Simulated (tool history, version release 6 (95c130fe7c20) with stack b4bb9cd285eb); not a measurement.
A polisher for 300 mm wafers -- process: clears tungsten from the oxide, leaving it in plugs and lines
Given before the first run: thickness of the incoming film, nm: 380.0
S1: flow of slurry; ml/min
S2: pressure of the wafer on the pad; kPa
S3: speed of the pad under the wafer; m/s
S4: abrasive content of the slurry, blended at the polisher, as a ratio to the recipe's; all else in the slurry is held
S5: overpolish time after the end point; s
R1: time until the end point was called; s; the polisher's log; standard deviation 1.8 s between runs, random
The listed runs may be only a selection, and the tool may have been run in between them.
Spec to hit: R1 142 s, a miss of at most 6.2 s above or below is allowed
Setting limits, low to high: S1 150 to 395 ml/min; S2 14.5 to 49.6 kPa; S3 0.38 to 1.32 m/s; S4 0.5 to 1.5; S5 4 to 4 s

Run 1, day 0: S1 250 ml/min, S2 31.7 kPa, S3 0.84 m/s, S4 1, S5 4 s. Result: R1 74.842 s.
Run 2, day 0.058: S1 250 ml/min, S2 29 kPa, S3 0.82 m/s, S4 1, S5 4 s. Result: R1 82.749 s.
Run 3, day 0.229: S1 250 ml/min, S2 26.9 kPa, S3 0.8 m/s, S4 1, S5 4 s. Result: R1 89.931 s.
Run 4, day 0.5: S1 250 ml/min, S2 24.8 kPa, S3 0.78 m/s, S4 1, S5 4 s. Result: R1 101.91 s.
Run 5, day 0.579: S1 250 ml/min, S2 24.8 kPa, S3 0.78 m/s, S4 0.8, S5 4 s. Result: R1 105.37 s.
Run 6, day 0.896: S1 250 ml/min, S2 23.4 kPa, S3 0.78 m/s, S4 0.8, S5 4 s. Result: R1 108.57 s.
Run 7, day 1: S1 250 ml/min, S2 22.1 kPa, S3 0.78 m/s, S4 0.8, S5 4 s. Result: R1 116.84 s.
Run 8, day 1.142: S1 250 ml/min, S2 22.1 kPa, S3 0.78 m/s, S4 0.8, S5 4 s. Result: R1 121.31 s.
Run 9, day 1.433: S1 250 ml/min, S2 21.4 kPa, S3 0.78 m/s, S4 0.8, S5 4 s. Result: R1 122.15 s.
Run 10, day 1.738: S1 250 ml/min, S2 20.7 kPa, S3 0.78 m/s, S4 0.8, S5 4 s. Result: R1 126.57 s.

Which single option among these 5 for the next run brings every result within its allowed miss of target? Just one does.
Run A, day 2.042: S1 285 ml/min, S2 23.4 kPa, S3 0.66 m/s, S4 0.8, S5 4 s. Result: R1 ?.
Run B, day 2.042: S1 235 ml/min, S2 26.9 kPa, S3 0.62 m/s, S4 0.65, S5 4 s. Result: R1 ?.
Run C, day 2.042: S1 285 ml/min, S2 22.1 kPa, S3 0.92 m/s, S4 0.7, S5 4 s. Result: R1 ?.
Run D, day 2.042: S1 260 ml/min, S2 20.7 kPa, S3 0.8 m/s, S4 0.65, S5 4 s. Result: R1 ?.
Run E, day 2.042: S1 235 ml/min, S2 20 kPa, S3 0.72 m/s, S4 0.75, S5 4 s. Result: R1 ?.

move      R1
   A  128.59
   B  126.32
   C  101.11
   D  125.78
   E   141.9
A: closes in on the targets versus the last run, not all within tolerance yet
B: no nearer and no further than the last run
C: misses by more than the last run did
D: misses by more than the last run did
E: meets every target
Go with E: it meets all targets.
